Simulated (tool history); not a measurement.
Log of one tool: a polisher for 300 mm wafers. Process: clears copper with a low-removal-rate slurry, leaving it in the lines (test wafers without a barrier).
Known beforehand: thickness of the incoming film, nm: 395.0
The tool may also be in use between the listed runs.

run,hour,flow of slurry (ml/min),pressure of the wafer on the pad (psi),speed of the pad under the wafer (m/s),abrasive content of the slurry,overpolish time after the end point (s),time until the end point was called (s),dishing of a wide line in a test structure (angstrom)
1,0,315,2.1,1.24,1,23,188.63,337.91
2,1.7,255,2.1,1.24,1,23,193.1,322.77
3,9.5,285,2.1,1.24,1,23,188.46,331.85
4,18.1,285,2.3,1.24,1,27,171.62,430.71
5,26.4,285,2.4,1.24,1,29,173.96,444.27
6,31,285,2.4,1.56,1,29,131.28,567.02

Run 7 comes next. What will it give?
7,32.5,285,2.4,1.56,1,31,?,?

time until the end point was called (s): 133.07
dishing of a wide line in a test structure (angstrom): 574.35
